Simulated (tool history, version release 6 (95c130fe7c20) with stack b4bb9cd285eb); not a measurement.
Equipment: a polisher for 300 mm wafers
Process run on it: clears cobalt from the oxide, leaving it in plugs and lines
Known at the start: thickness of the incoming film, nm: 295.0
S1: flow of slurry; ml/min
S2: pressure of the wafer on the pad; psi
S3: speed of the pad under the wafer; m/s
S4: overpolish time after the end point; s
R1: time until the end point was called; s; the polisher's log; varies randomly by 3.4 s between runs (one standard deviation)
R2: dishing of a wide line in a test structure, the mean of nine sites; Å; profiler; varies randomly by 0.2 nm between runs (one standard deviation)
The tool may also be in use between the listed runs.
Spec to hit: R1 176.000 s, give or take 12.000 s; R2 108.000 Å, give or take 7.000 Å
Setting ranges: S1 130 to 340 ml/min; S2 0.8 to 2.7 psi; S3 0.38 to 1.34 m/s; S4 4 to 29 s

run	hour	S1	S2	S3	S4	R1	R2
1	0.0	220	1.7	0.86	15	81.643	331.960
2	4.1	220	1.7	0.86	20	85.435	364.450
3	11.9	215	1.6	0.80	17	95.088	321.320
4	16.8	205	1.5	0.74	15	103.170	284.780
5	25.5	205	1.5	0.84	15	92.573	300.800
6	34.3	180	1.5	0.84	15	94.048	297.600
7	39.7	170	1.4	0.78	13	111.860	250.460
8	42.0	130	1.1	0.54	6	204.650	86.891
9	46.5	135	1.1	0.54	6	201.670	85.997
10	50.6	140	1.1	0.54	6	199.760	84.264

Which of these 5 next moves meets every target?
A	54.7	140	1.1	0.60	9	?	?
B	54.7	185	0.8	0.58	10	?	?
C	54.7	155	1.0	0.52	7	?	?
D	54.7	205	0.8	0.54	8	?	?
E	54.7	130	1.6	0.40	7	?	?

move	R1	R2
A	178.210	126.840
B	229.000	112.310
C	212.380	87.616
D	238.520	89.087
E	176.280	103.190
A: takes the biggest miss from the last run beyond its target
B: puts the biggest miss on target and leaves a different result outside tolerance
C: nearer the targets than the last run, but a result is still out of spec
D: lands further from the targets than the last run did
E: each result inside its tolerance
So the answer is move E, the one that meets all the targets.

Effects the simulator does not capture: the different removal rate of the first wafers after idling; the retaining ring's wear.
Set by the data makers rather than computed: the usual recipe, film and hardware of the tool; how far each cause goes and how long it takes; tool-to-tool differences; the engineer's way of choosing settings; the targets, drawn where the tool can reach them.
